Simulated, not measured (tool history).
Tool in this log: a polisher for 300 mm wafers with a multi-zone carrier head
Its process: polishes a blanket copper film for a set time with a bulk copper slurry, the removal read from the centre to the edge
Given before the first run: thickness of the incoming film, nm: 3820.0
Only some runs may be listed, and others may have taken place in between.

| run | hour | flow of slurry (ml/min) | pressure of the head's centre zone | pressure of the head's middle zone | pressure of the head's edge zone | abrasive content of the slurry | polishing time (s) | film removed at the wafer's centre (nm) | film removed at mid-radius (nm) | film removed at the wafer's edge (nm) |
|---|---|---|---|---|---|---|---|---|---|---|
| 1 | 0 | 200 | 1 | 1 | 1 | 1 | 72 | 847.15 | 824.9 | 820.66 |
| 2 | 4.7 | 200 | 1.02 | 0.99 | 0.98 | 0.9 | 70 | 787.55 | 779.63 | 775.3 |
| 3 | 7.6 | 210 | 1.05 | 0.98 | 0.96 | 0.9 | 67 | 809.34 | 753.38 | 744.5 |
| 4 | 12.5 | 230 | 1.05 | 0.98 | 0.96 | 0.9 | 67 | 809.19 | 763.29 | 743.87 |
| 5 | 17.8 | 200 | 1.05 | 0.98 | 0.96 | 0.9 | 67 | 791.1 | 753.09 | 737.84 |
| 6 | 24.6 | 165 | 1.05 | 0.98 | 0.96 | 0.9 | 67 | 796.81 | 741.72 | 711.81 |

Predict the results of run 7:
| 7 | 29.3 | 125 | 1.07 | 0.9 | 0.86 | 0.65 | 63 | ? | ? | ? |

Run 7 yielded film removed at the wafer's centre (nm) 653.15, film removed at mid-radius (nm) 576.41, film removed at the wafer's edge (nm) 592.04.
